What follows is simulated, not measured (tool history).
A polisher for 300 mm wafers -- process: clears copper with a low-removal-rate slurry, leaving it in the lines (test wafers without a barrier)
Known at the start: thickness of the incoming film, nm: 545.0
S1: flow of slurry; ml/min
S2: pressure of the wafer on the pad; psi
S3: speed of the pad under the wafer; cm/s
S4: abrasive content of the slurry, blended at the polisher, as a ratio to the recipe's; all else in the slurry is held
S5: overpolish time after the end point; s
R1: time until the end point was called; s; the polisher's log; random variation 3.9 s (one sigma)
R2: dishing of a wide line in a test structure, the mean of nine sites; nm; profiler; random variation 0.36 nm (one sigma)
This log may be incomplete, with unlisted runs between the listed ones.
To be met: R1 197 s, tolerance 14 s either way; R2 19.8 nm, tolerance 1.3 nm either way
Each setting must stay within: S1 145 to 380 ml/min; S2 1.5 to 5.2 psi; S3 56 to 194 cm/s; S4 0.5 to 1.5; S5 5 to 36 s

| run | day | S1 | S2 | S3 | S4 | S5 | R1 | R2 |
|---|---|---|---|---|---|---|---|---|
| 1 | 0 | 245 | 3.3 | 124 | 1 | 18 | 148.44 | 31.979 |
| 2 | 0.371 | 245 | 3.1 | 124 | 1 | 16 | 159.57 | 29.972 |
| 3 | 0.492 | 245 | 3.1 | 150 | 1 | 16 | 138.03 | 32.068 |
| 4 | 0.771 | 245 | 2.9 | 148 | 1 | 14 | 149.24 | 28.386 |
| 5 | 1.012 | 245 | 2.9 | 148 | 1 | 20 | 151.47 | 34.84 |
| 6 | 1.083 | 245 | 2.8 | 146 | 1 | 18 | 156.48 | 32.92 |
| 7 | 1.129 | 245 | 2.7 | 142 | 1 | 16 | 169.91 | 29.331 |
| 8 | 1.271 | 245 | 2.7 | 140 | 1 | 14 | 166.79 | 26.162 |
| 9 | 1.55 | 245 | 2.6 | 140 | 1 | 13 | 178.43 | 25.138 |
| 10 | 1.654 | 245 | 2.4 | 138 | 1 | 5 | 188.72 | 10.477 |
| 11 | 2.004 | 235 | 2.8 | 122 | 0.95 | 13 | 187.86 | 23.78 |
| 12 | 2.317 | 240 | 2.7 | 122 | 0.95 | 13 | 189.51 | 23.448 |
| 13 | 2.362 | 240 | 2.7 | 122 | 1 | 13 | 192.19 | 23.673 |
| 14 | 2.712 | 245 | 2.7 | 122 | 1 | 13 | 195.09 | 23.05 |
| 15 | 2.779 | 245 | 2.7 | 122 | 1 | 8 | 185.4 | 15.838 |

4 candidate next runs follow, results not yet known. Just one meets every target within its allowed miss. Identify it.
| A | 2.846 | 185 | 2.3 | 140 | 1.15 | 11 | ? | ? |
| B | 2.846 | 260 | 2.6 | 136 | 1.05 | 11 | ? | ? |
| C | 2.846 | 240 | 2.9 | 126 | 0.5 | 13 | ? | ? |
| D | 2.846 | 290 | 2.5 | 150 | 1.1 | 12 | ? | ? |

| move | R1 | R2 |
|---|---|---|
| A | 199.33 | 19.827 |
| B | 175.49 | 21.881 |
| C | 185.73 | 23.768 |
| D | 165.47 | 24.283 |
A: all results land within tolerance of their targets
B: moves the result that the last run missed by most past its target, out the other side
C: moves the result that the last run missed by most past its target, out the other side
D: moves the result that the last run missed by most past its target, out the other side
Go with A: it meets all targets.

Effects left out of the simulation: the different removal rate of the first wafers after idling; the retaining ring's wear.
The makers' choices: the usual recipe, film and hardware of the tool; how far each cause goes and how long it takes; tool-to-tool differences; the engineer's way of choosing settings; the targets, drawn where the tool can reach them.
